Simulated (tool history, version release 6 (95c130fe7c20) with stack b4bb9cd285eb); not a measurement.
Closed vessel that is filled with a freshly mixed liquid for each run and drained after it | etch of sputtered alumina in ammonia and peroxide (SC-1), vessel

run	hour	temperature setpoint of the liquid (°C)	parts of 29 % ammonia solution to one part of 30 % peroxide (parts by volume)	time in the liquid (s)	thickness taken off the sputtered alumina on a monitor wafer (Å)
1	0	54	0.45	190	93.078
2	5.6	54	0.45	205	100.98
3	9.9	58	0.45	205	123.43
4	13.6	58	0.35	205	121.83
5	17.6	58	0.35	190	113.36
6	18.6	58	0.35	205	121.92
7	19.2	58	0.35	205	122.57
8	26.7	55.5	0.35	205	107.18
9	30.4	53.5	0.35	205	96.305
10	37.5	52	0.35	205	89.224
11	43.4	50.5	0.35	205	80.978
12	48.2	49.5	0.35	205	76.923
13	55	43	0.35	205	54.27

The next listed run, before its measurement:
# hour 63.9: thermometer replaced
14	63.9	43	0.35	205	?

thickness taken off the sputtered alumina on a monitor wafer (Å): 48.347

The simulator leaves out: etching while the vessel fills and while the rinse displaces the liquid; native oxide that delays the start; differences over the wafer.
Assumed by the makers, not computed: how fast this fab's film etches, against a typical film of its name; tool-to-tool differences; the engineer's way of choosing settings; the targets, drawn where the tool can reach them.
